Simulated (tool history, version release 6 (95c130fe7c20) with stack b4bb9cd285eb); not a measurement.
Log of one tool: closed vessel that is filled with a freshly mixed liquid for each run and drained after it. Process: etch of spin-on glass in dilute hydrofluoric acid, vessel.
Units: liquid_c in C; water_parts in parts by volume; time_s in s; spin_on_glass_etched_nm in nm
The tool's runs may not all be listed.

run	day	liquid_c	water_parts	time_s	spin_on_glass_etched_nm
1	0	21	230	135	19.659
2	0.321	19	230	135	18.17
3	0.546	19	230	135	18.273
4	0.9	17	230	135	16.73
5	1.229	17	305	135	11.92
6	1.362	17	305	85	7.4977
7	1.517	19	280	85	9.0171
8	1.812	19	245	85	10.798

The next listed run, before its measurement:
9	2.012	23	155	90	?

spin_on_glass_etched_nm: 22.776 nm
